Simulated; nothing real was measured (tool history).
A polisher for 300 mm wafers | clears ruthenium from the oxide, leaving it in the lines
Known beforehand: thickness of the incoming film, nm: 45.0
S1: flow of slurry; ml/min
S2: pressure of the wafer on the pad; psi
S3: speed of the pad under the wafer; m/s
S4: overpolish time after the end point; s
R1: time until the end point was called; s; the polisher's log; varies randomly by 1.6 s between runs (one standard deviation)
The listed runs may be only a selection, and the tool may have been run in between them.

{"run": 1, "hour": 0.0, "S1": 265, "S2": 1.4, "S3": 0.8, "S4": 17, "R1": 65.437}
{"run": 2, "hour": 2.1, "S1": 265, "S2": 1.4, "S3": 0.7, "S4": 17, "R1": 72.657}
{"run": 3, "hour": 7.4, "S1": 235, "S2": 1.4, "S3": 0.7, "S4": 17, "R1": 73.618}
{"run": 4, "hour": 10.6, "S1": 275, "S2": 1.4, "S3": 0.7, "S4": 17, "R1": 71.51}
{"run": 5, "hour": 13.7, "S1": 275, "S2": 1.3, "S3": 0.7, "S4": 17, "R1": 77.323}
{"run": 6, "hour": 17.2, "S1": 275, "S2": 1.2, "S3": 0.7, "S4": 17, "R1": 84.794}

What will run 7 give?
{"run": 7, "hour": 26.0, "S1": 275, "S2": 1.1, "S3": 0.7, "S4": 17, "R1": "?"}

Run 7 measured R1 89.067 s.

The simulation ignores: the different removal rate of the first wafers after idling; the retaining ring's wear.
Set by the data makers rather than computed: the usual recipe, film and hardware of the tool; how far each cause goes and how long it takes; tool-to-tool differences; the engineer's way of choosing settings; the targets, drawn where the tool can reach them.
